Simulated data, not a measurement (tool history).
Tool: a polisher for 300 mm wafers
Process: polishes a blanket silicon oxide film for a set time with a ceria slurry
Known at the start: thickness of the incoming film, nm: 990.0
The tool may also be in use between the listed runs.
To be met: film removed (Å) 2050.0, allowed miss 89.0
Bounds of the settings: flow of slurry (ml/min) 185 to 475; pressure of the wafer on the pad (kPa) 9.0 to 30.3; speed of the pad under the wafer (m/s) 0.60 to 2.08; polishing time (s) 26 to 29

| run | hour | flow of slurry (ml/min) | pressure of the wafer on the pad (kPa) | speed of the pad under the wafer (m/s) | polishing time (s) | film removed (Å) |
|---|---|---|---|---|---|---|
| 1 | 0.0 | 305 | 19.3 | 1.34 | 29 | 1299.4 |
| 2 | 1.0 | 260 | 19.3 | 1.34 | 29 | 1313.4 |
| 3 | 4.3 | 260 | 20.7 | 1.34 | 29 | 1406.3 |
| 4 | 8.6 | 260 | 21.4 | 1.34 | 29 | 1455.0 |
| 5 | 17.2 | 260 | 21.4 | 1.62 | 29 | 1726.4 |
| 6 | 20.6 | 305 | 21.4 | 1.62 | 29 | 1799.8 |
| 7 | 22.9 | 310 | 22.8 | 1.62 | 29 | 1938.3 |
| 8 | 30.8 | 310 | 22.8 | 1.62 | 29 | 1843.8 |

Which of these 4 next moves meets every target?
| A | 38.7 | 360 | 24.8 | 1.80 | 29 | ? |
| B | 38.7 | 340 | 27.6 | 1.56 | 29 | ? |
| C | 38.7 | 350 | 24.8 | 1.54 | 26 | ? |
| D | 38.7 | 295 | 24.1 | 1.76 | 28 | ? |

| move | film removed (Å) |
|---|---|
| A | 2304.8 |
| B | 2209.1 |
| C | 1771.3 |
| D | 2089.9 |
A: takes the result that was furthest off past its target
B: takes the result that was furthest off past its target
C: further off than the last run
D: meets every target
Answer: D
